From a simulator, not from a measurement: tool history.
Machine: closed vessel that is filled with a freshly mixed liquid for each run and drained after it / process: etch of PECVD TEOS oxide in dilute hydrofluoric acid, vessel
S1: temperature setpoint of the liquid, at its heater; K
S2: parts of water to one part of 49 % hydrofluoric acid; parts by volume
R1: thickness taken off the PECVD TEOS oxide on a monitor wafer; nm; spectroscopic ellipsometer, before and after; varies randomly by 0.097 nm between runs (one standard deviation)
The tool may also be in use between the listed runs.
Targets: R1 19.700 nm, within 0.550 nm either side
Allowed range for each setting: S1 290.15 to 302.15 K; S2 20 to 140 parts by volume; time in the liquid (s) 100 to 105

run 1 hour=0.0 | S1=294.15 S2=75 time_in_the_liquid_(s)=100 | R1=37.817
run 2 hour=8.4 | S1=294.15 S2=75 time_in_the_liquid_(s)=100 | R1=37.396
run 3 hour=10.6 | S1=293.15 S2=85 time_in_the_liquid_(s)=100 | R1=31.401
run 4 hour=14.4 | S1=292.15 S2=90 time_in_the_liquid_(s)=100 | R1=28.177
run 5 hour=19.4 | S1=292.15 S2=110 time_in_the_liquid_(s)=100 | R1=22.684
run 6 hour=22.4 | S1=292.15 S2=110 time_in_the_liquid_(s)=105 | R1=23.807
run 7 hour=26.0 | S1=291.65 S2=110 time_in_the_liquid_(s)=105 | R1=23.145
run 8 hour=27.4 | S1=291.15 S2=110 time_in_the_liquid_(s)=105 | R1=22.902
run 9 hour=34.0 | S1=290.65 S2=110 time_in_the_liquid_(s)=105 | R1=22.033
run 10 hour=41.3 | S1=290.15 S2=115 time_in_the_liquid_(s)=105 | R1=20.820

Which of these 4 next moves meets every target?
run A hour=48.6 | S1=291.15 S2=115 time_in_the_liquid_(s)=105 | R1=?
run B hour=48.6 | S1=290.65 S2=115 time_in_the_liquid_(s)=105 | R1=?
run C hour=48.6 | S1=290.15 S2=120 time_in_the_liquid_(s)=105 | R1=?
run D hour=48.6 | S1=290.15 S2=110 time_in_the_liquid_(s)=100 | R1=?

move=A R1=21.923
move=B R1=21.470
move=C R1=20.053
move=D R1=21.035
A: lands further from the targets than the last run did
B: lands further from the targets than the last run did
C: each result inside its tolerance
D: lands further from the targets than the last run did
Move C is the one to make.
